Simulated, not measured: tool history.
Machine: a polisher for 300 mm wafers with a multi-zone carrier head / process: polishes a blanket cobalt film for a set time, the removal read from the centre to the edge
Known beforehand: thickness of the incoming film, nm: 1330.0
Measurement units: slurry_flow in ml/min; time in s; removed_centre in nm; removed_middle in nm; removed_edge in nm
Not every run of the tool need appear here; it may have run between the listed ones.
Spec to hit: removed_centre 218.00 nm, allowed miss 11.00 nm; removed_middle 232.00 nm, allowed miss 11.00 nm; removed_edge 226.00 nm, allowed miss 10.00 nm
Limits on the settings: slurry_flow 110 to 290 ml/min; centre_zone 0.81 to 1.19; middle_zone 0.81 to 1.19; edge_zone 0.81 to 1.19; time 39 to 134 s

run 1 day=0.000 | slurry_flow=185 centre_zone=1.00 middle_zone=1.00 edge_zone=1.00 time=86 | removed_centre=275.43 removed_middle=281.67 removed_edge=274.32
run 2 day=0.346 | slurry_flow=185 centre_zone=0.99 middle_zone=0.99 edge_zone=0.99 time=84 | removed_centre=275.05 removed_middle=271.69 removed_edge=275.94
run 3 day=0.679 | slurry_flow=180 centre_zone=0.99 middle_zone=1.00 edge_zone=0.99 time=82 | removed_centre=269.05 removed_middle=266.80 removed_edge=259.91
run 4 day=0.792 | slurry_flow=175 centre_zone=0.98 middle_zone=1.00 edge_zone=0.99 time=81 | removed_centre=249.41 removed_middle=260.99 removed_edge=266.75
run 5 day=1.150 | slurry_flow=175 centre_zone=1.02 middle_zone=1.00 edge_zone=0.99 time=81 | removed_centre=262.33 removed_middle=257.37 removed_edge=261.01
run 6 day=1.429 | slurry_flow=175 centre_zone=1.02 middle_zone=1.00 edge_zone=0.99 time=67 | removed_centre=216.41 removed_middle=213.72 removed_edge=218.55
run 7 day=1.479 | slurry_flow=175 centre_zone=1.02 middle_zone=1.00 edge_zone=0.99 time=67 | removed_centre=217.74 removed_middle=213.44 removed_edge=214.31
run 8 day=1.817 | slurry_flow=175 centre_zone=1.01 middle_zone=1.00 edge_zone=0.99 time=67 | removed_centre=209.10 removed_middle=215.02 removed_edge=216.73

Below are 5 possible settings for the next run. Only one of them brings all results inside the allowed miss of their targets. Which is it?
run A day=2.154 | slurry_flow=185 centre_zone=1.03 middle_zone=1.06 edge_zone=1.04 time=67 | removed_centre=? removed_middle=? removed_edge=?
run B day=2.154 | slurry_flow=195 centre_zone=0.89 middle_zone=1.13 edge_zone=1.03 time=68 | removed_centre=? removed_middle=? removed_edge=?
run C day=2.154 | slurry_flow=150 centre_zone=0.94 middle_zone=0.98 edge_zone=1.07 time=67 | removed_centre=? removed_middle=? removed_edge=?
run D day=2.154 | slurry_flow=185 centre_zone=1.02 middle_zone=0.86 edge_zone=0.94 time=69 | removed_centre=? removed_middle=? removed_edge=?
run E day=2.154 | slurry_flow=155 centre_zone=0.91 middle_zone=0.91 edge_zone=1.09 time=70 | removed_centre=? removed_middle=? removed_edge=?

move=A removed_centre=225.67 removed_middle=232.10 removed_edge=221.81
move=B removed_centre=202.67 removed_middle=251.16 removed_edge=225.51
move=C removed_centre=198.43 removed_middle=208.71 removed_edge=218.05
move=D removed_centre=230.02 removed_middle=200.65 removed_edge=220.49
move=E removed_centre=202.80 removed_middle=206.40 removed_edge=230.86
A: all results in spec
B: carries the result that was furthest off beyond its target, to the other side
C: misses by more than the last run did
D: misses by more than the last run did
E: misses by more than the last run did
Go with A: it meets all targets.

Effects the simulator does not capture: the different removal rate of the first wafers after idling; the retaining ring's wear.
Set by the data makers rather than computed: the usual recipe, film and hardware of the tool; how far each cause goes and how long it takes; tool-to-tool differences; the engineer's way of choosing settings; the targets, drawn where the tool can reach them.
